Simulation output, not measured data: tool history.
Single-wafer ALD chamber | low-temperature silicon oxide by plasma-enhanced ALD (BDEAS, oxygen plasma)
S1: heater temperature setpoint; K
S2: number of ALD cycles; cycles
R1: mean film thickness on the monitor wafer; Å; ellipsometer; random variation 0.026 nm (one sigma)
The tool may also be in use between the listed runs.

{"run": 1, "hour": 0.0, "S1": 373.15, "S2": 58, "R1": 80.77}
{"run": 2, "hour": 1.1, "S1": 373.15, "S2": 65, "R1": 90.334}
{"run": 3, "hour": 9.1, "S1": 373.15, "S2": 73, "R1": 101.97}
{"run": 4, "hour": 11.4, "S1": 376.15, "S2": 68, "R1": 93.756}
{"run": 5, "hour": 13.7, "S1": 379.15, "S2": 64, "R1": 87.561}
{"run": 6, "hour": 14.8, "S1": 371.15, "S2": 64, "R1": 90.547}
{"run": 7, "hour": 16.7, "S1": 375.15, "S2": 61, "R1": 84.726}

Forecast run 8:
{"run": 8, "hour": 20.8, "S1": 378.15, "S2": 58, "R1": "?"}

Run 8 gave R1 79.688 Å.

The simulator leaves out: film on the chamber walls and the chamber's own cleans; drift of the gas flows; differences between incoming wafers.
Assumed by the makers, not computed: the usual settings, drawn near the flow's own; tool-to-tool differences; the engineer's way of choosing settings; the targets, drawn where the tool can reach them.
